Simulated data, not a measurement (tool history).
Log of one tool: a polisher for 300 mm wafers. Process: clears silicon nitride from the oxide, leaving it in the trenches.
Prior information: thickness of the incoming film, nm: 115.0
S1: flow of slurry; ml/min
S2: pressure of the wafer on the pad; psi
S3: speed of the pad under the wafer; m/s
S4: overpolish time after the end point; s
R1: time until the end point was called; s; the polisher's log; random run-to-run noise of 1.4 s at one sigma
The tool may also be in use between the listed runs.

run 1 hour=0.0 | S1=150 S2=2.7 S3=0.78 S4=43 | R1=178.73
run 2 hour=6.0 | S1=150 S2=3.2 S3=0.78 S4=43 | R1=155.65
run 3 hour=13.0 | S1=150 S2=3.7 S3=0.78 S4=43 | R1=137.32
run 4 hour=16.7 | S1=145 S2=3.6 S3=0.78 S4=43 | R1=141.21
run 5 hour=25.3 | S1=140 S2=3.5 S3=0.78 S4=43 | R1=146.33
run 6 hour=27.7 | S1=140 S2=3.5 S3=0.62 S4=43 | R1=183.35

What will run 7 give?
run 7 hour=36.0 | S1=150 S2=3.6 S3=0.62 S4=43 | R1=?

{"run 7": {"R1": 173.5}}
